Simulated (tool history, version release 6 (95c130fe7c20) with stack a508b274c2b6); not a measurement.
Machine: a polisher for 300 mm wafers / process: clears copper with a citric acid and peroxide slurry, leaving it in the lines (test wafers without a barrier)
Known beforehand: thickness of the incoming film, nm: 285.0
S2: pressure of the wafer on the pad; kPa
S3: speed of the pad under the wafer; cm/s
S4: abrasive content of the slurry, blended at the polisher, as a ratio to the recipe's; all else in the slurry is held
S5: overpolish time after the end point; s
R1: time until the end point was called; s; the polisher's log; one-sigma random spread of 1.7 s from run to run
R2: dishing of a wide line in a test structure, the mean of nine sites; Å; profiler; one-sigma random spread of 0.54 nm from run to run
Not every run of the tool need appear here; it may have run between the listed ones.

run 1 hour=0.0 | flow_of_slurry_(ml/min)=170 S2=16.5 S3=142 S4=1.0 S5=8 | R1=133.85 R2=134.55
run 2 hour=7.8 | flow_of_slurry_(ml/min)=170 S2=17.2 S3=142 S4=1.0 S5=8 | R1=128.30 R2=133.88
run 3 hour=14.0 | flow_of_slurry_(ml/min)=170 S2=17.2 S3=144 S4=1.0 S5=8 | R1=130.89 R2=136.33
run 4 hour=20.2 | flow_of_slurry_(ml/min)=170 S2=17.9 S3=144 S4=1.0 S5=8 | R1=122.92 R2=146.52
run 5 hour=28.6 | flow_of_slurry_(ml/min)=170 S2=17.9 S3=166 S4=1.0 S5=8 | R1=107.23 R2=160.05
run 6 hour=35.3 | flow_of_slurry_(ml/min)=170 S2=17.9 S3=132 S4=1.0 S5=8 | R1=134.36 R2=133.99

Predict the results of run 7:
run 7 hour=36.0 | flow_of_slurry_(ml/min)=170 S2=22.1 S3=132 S4=1.0 S5=12 | R1=? R2=?

{"run 7": {"R1": 111.42, "R2": 225.67}}
